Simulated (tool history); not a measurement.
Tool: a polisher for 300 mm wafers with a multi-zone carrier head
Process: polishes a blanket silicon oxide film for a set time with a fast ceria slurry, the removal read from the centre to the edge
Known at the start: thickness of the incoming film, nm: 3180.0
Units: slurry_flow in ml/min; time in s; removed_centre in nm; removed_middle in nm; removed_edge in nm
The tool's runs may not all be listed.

{"run": 1, "hour": 0.0, "slurry_flow": 310, "centre_zone": 1, "middle_zone": 1, "edge_zone": 1, "time": 38, "removed_centre": 353.24, "removed_middle": 372.51, "removed_edge": 372.59}
{"run": 2, "hour": 1.1, "slurry_flow": 315, "centre_zone": 1.02, "middle_zone": 1.03, "edge_zone": 1.02, "time": 39, "removed_centre": 373.26, "removed_middle": 388.84, "removed_edge": 380.92}
{"run": 3, "hour": 8.6, "slurry_flow": 315, "centre_zone": 1.02, "middle_zone": 1.03, "edge_zone": 0.94, "time": 39, "removed_centre": 375.72, "removed_middle": 382.44, "removed_edge": 357}
{"run": 4, "hour": 11.0, "slurry_flow": 320, "centre_zone": 1.03, "middle_zone": 1.05, "edge_zone": 0.97, "time": 40, "removed_centre": 393.51, "removed_middle": 393.84, "removed_edge": 383.94}
{"run": 5, "hour": 11.9, "slurry_flow": 265, "centre_zone": 1.03, "middle_zone": 1.05, "edge_zone": 0.97, "time": 40, "removed_centre": 388.58, "removed_middle": 393.01, "removed_edge": 381.17}
{"run": 6, "hour": 19.1, "slurry_flow": 270, "centre_zone": 1.03, "middle_zone": 1.07, "edge_zone": 0.98, "time": 41, "removed_centre": 399.15, "removed_middle": 407.27, "removed_edge": 392.27}
{"run": 7, "hour": 21.5, "slurry_flow": 275, "centre_zone": 1.03, "middle_zone": 1.09, "edge_zone": 0.99, "time": 42, "removed_centre": 412.58, "removed_middle": 428.12, "removed_edge": 396.61}
{"run": 8, "hour": 28.0, "slurry_flow": 275, "centre_zone": 1.03, "middle_zone": 1.1, "edge_zone": 1.01, "time": 43, "removed_centre": 413.34, "removed_middle": 440.58, "removed_edge": 407.63}
{"run": 9, "hour": 32.3, "slurry_flow": 275, "centre_zone": 1.04, "middle_zone": 1.11, "edge_zone": 1.02, "time": 44, "removed_centre": 428.41, "removed_middle": 449.19, "removed_edge": 421.91}
{"run": 10, "hour": 39.6, "slurry_flow": 275, "centre_zone": 1.04, "middle_zone": 1.12, "edge_zone": 1.03, "time": 44, "removed_centre": 427.78, "removed_middle": 461.19, "removed_edge": 439.2}
{"run": 11, "hour": 46.7, "slurry_flow": 275, "centre_zone": 1.05, "middle_zone": 1.13, "edge_zone": 1.03, "time": 44, "removed_centre": 427.73, "removed_middle": 461.47, "removed_edge": 421.31}

Forecast run 12:
{"run": 12, "hour": 52.2, "slurry_flow": 275, "centre_zone": 1.05, "middle_zone": 1.13, "edge_zone": 1.04, "time": 44, "removed_centre": "?", "removed_middle": "?", "removed_edge": "?"}

removed_centre: 438.15 nm
removed_middle: 458.72 nm
removed_edge: 427.1 nm
